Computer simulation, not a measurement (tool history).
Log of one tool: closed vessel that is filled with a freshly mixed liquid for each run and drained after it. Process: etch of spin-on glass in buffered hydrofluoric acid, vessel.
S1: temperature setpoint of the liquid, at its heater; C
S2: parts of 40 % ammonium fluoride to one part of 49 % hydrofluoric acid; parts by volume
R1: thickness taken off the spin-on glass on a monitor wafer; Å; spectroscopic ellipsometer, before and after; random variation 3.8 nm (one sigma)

run 1 hour=0.0 | S1=24.0 S2=17.0 time_in_the_liquid_(s)=90 | R1=2713.7
run 2 hour=8.1 | S1=24.0 S2=17.0 time_in_the_liquid_(s)=90 | R1=2718.4
run 3 hour=12.5 | S1=26.5 S2=16.5 time_in_the_liquid_(s)=90 | R1=3187.6
run 4 hour=16.0 | S1=28.0 S2=16.0 time_in_the_liquid_(s)=90 | R1=3561.1
run 5 hour=20.5 | S1=28.0 S2=14.0 time_in_the_liquid_(s)=90 | R1=4056.1
run 6 hour=27.0 | S1=29.0 S2=14.0 time_in_the_liquid_(s)=90 | R1=4301.9

Run 7 comes next. What will it give?
run 7 hour=30.7 | S1=29.5 S2=14.0 time_in_the_liquid_(s)=90 | R1=?

{"run 7": {"R1": 4381.3}}
